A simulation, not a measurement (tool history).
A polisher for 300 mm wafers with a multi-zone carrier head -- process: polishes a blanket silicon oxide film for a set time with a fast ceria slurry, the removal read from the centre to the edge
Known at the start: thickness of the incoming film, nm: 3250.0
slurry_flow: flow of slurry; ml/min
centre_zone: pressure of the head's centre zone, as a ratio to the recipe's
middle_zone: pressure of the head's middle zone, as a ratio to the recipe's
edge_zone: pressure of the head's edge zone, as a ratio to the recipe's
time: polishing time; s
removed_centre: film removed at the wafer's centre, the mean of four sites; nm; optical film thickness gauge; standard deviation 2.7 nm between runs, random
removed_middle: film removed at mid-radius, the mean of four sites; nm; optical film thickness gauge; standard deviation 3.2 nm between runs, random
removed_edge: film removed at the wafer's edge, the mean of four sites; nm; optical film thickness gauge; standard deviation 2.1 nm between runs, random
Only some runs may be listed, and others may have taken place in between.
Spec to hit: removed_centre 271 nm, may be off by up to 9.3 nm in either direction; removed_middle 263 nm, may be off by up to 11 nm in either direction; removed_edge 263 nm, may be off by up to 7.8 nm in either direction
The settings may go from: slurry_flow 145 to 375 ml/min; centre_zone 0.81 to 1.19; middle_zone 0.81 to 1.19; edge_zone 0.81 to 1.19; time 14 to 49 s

| run | hour | slurry_flow | centre_zone | middle_zone | edge_zone | time | removed_centre | removed_middle | removed_edge |
|---|---|---|---|---|---|---|---|---|---|
| 1 | 0 | 240 | 1 | 1 | 1 | 31 | 499.65 | 508.55 | 493.11 |
| 2 | 2.5 | 235 | 0.99 | 0.98 | 0.98 | 28 | 445.6 | 441.68 | 447.78 |
| 3 | 10.7 | 235 | 0.99 | 0.94 | 0.98 | 28 | 451.54 | 428.75 | 453.19 |
| 4 | 19.1 | 225 | 0.99 | 0.95 | 0.96 | 26 | 412.22 | 391.32 | 412.47 |
| 5 | 23.1 | 220 | 0.99 | 0.96 | 0.94 | 24 | 375.93 | 377.96 | 372.66 |
| 6 | 28.9 | 220 | 0.99 | 0.96 | 0.99 | 24 | 384.02 | 375.1 | 387.09 |
| 7 | 37.9 | 215 | 0.99 | 0.95 | 0.97 | 23 | 362.53 | 354.34 | 366.75 |
| 8 | 39.9 | 210 | 0.99 | 0.95 | 0.95 | 22 | 352.54 | 337.04 | 352.12 |
| 9 | 47.7 | 205 | 0.99 | 0.95 | 0.93 | 21 | 334.05 | 319.63 | 326.86 |
| 10 | 55.8 | 200 | 0.98 | 0.95 | 0.91 | 21 | 328.36 | 319.44 | 322.24 |
| 11 | 64.1 | 195 | 0.97 | 0.95 | 0.9 | 21 | 331.28 | 321.1 | 318.7 |
| 12 | 70 | 190 | 0.96 | 0.94 | 0.89 | 20 | 302.39 | 296.02 | 305.65 |
| 13 | 71 | 215 | 0.99 | 0.96 | 0.82 | 15 | 233.87 | 235.77 | 220.83 |
| 14 | 72.9 | 215 | 0.99 | 0.96 | 0.84 | 15 | 234.03 | 233.53 | 225.29 |
| 15 | 79.5 | 210 | 0.99 | 0.96 | 0.86 | 15 | 238.33 | 233.95 | 223.64 |
| 16 | 84.8 | 280 | 0.95 | 0.94 | 0.96 | 18 | 280.61 | 275.57 | 291.65 |
| 17 | 90 | 285 | 0.96 | 0.94 | 0.95 | 18 | 281.43 | 273.94 | 287.46 |
| 18 | 94.1 | 290 | 0.96 | 0.94 | 0.94 | 18 | 282.56 | 280.04 | 286.71 |
| 19 | 102 | 235 | 0.97 | 0.91 | 0.84 | 17 | 270.03 | 257.15 | 253.23 |

Exactly one of the 4 candidate moves below puts every result within its allowed miss. Which one?
| A | 109.9 | 265 | 1.04 | 0.98 | 0.81 | 16 | ? | ? | ? |
| B | 109.9 | 170 | 0.96 | 0.92 | 0.84 | 18 | ? | ? | ? |
| C | 109.9 | 220 | 1 | 0.89 | 0.81 | 17 | ? | ? | ? |
| D | 109.9 | 270 | 1.04 | 0.91 | 0.82 | 16 | ? | ? | ? |

| move | removed_centre | removed_middle | removed_edge |
|---|---|---|---|
| A | 269.99 | 253.8 | 235.2 |
| B | 271.49 | 259.54 | 260.61 |
| C | 272.62 | 244.69 | 247.04 |
| D | 270.34 | 238.93 | 236.97 |
A: lands further from the targets than the last run did
B: each result inside its tolerance
C: lands further from the targets than the last run did
D: lands further from the targets than the last run did
The right move is B.
